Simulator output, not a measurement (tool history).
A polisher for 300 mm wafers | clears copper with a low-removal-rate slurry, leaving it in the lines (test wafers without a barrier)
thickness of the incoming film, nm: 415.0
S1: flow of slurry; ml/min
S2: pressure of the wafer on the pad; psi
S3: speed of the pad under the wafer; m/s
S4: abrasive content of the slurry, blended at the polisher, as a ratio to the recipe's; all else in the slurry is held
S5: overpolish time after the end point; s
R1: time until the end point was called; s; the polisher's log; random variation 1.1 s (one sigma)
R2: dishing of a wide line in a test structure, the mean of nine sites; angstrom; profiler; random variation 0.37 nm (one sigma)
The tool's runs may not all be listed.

Run 1, hour 0: S1 280 ml/min, S2 4 psi, S3 1.08 m/s, S4 1, S5 14 s. Result: R1 103.73 s, R2 229.41 angstrom.
Run 2, hour 1: S1 280 ml/min, S2 4.2 psi, S3 1.08 m/s, S4 1, S5 15 s. Result: R1 97.047 s, R2 237.16 angstrom.
Run 3, hour 6.7: S1 280 ml/min, S2 4.3 psi, S3 1.08 m/s, S4 1, S5 16 s. Result: R1 93.434 s, R2 250.03 angstrom.
Run 4, hour 12.3: S1 280 ml/min, S2 4.4 psi, S3 1.08 m/s, S4 1, S5 17 s. Result: R1 92.95 s, R2 254.38 angstrom.
Run 5, hour 14: S1 280 ml/min, S2 4.4 psi, S3 0.82 m/s, S4 1, S5 17 s. Result: R1 113.38 s, R2 235.3 angstrom.
Run 6, hour 18.2: S1 280 ml/min, S2 4.4 psi, S3 0.64 m/s, S4 1, S5 17 s. Result: R1 132.93 s, R2 217.47 angstrom.
Run 7, hour 23.6: S1 280 ml/min, S2 4.8 psi, S3 0.64 m/s, S4 1, S5 18 s. Result: R1 124.75 s, R2 235.11 angstrom.
Run 8, hour 26.7: S1 280 ml/min, S2 4.8 psi, S3 0.64 m/s, S4 1, S5 18 s. Result: R1 124.49 s, R2 230.02 angstrom.
Run 9, hour 29.2: S1 280 ml/min, S2 5.1 psi, S3 0.68 m/s, S4 1, S5 18 s. Result: R1 112.53 s, R2 247.6 angstrom.
Run 10, hour 36: S1 280 ml/min, S2 5.3 psi, S3 0.7 m/s, S4 1, S5 18 s. Result: R1 106.94 s, R2 246.57 angstrom.

The next listed run, before its measurement:
At hour 44: head pressure recalibrated.
Run 11, hour 44: S1 285 ml/min, S2 6.2 psi, S3 0.8 m/s, S4 1, S5 21 s. Result: R1 ?, R2 ?.

Run 11 gave R1 75.777 s, R2 293.92 angstrom.

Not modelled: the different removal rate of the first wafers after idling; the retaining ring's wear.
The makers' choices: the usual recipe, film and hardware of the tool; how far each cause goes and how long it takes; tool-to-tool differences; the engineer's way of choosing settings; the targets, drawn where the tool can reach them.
